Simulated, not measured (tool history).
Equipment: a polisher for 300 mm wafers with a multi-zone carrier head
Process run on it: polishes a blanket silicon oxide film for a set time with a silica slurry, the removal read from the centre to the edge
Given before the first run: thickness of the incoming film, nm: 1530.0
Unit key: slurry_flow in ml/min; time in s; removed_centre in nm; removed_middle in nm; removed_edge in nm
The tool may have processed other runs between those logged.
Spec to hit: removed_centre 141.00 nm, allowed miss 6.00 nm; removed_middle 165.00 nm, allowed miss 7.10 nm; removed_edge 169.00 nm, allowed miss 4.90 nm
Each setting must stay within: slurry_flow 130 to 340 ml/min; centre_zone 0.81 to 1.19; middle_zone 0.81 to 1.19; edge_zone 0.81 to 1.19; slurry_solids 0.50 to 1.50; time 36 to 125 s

run,hour,slurry_flow,centre_zone,middle_zone,edge_zone,slurry_solids,time,removed_centre,removed_middle,removed_edge
1,0.0,220,1.00,1.00,1.00,1.00,80,359.91,381.57,383.27
2,7.8,215,0.97,0.98,0.98,0.90,71,291.83,305.21,303.37
3,12.4,215,0.97,0.98,0.92,0.90,71,285.13,305.14,295.59
4,17.7,215,0.89,0.98,0.92,0.90,71,261.34,302.44,293.25
5,25.9,215,0.89,0.98,0.92,0.80,71,239.89,274.09,263.69
6,31.3,215,0.89,0.98,0.86,0.80,71,241.39,282.01,259.29
7,36.6,200,0.87,0.97,0.89,0.75,67,205.26,240.92,228.98
8,38.7,185,0.86,0.95,0.89,0.70,67,184.82,214.30,213.85

Of the 5 settings listed for the next run, only one would bring every result within its allowed miss of target. Which one?
A,40.8,170,0.81,0.98,0.95,0.75,69,?,?,?
B,40.8,250,0.81,0.99,0.81,0.95,71,?,?,?
C,40.8,130,0.82,0.82,0.96,0.90,76,?,?,?
D,40.8,240,0.94,0.82,0.92,0.85,43,?,?,?
E,40.8,150,0.82,0.90,0.85,0.55,78,?,?,?

move,removed_centre,removed_middle,removed_edge
A,190.79,242.72,242.30
B,252.92,322.98,293.98
C,240.49,262.09,308.53
D,162.10,152.48,172.55
E,140.31,164.61,168.58
A: further off than the last run
B: further off than the last run
C: further off than the last run
D: brings the last run's worst result on target, with another outside its allowed miss
E: hits every target within its allowed miss
E is the move that brings every result within its allowed miss.

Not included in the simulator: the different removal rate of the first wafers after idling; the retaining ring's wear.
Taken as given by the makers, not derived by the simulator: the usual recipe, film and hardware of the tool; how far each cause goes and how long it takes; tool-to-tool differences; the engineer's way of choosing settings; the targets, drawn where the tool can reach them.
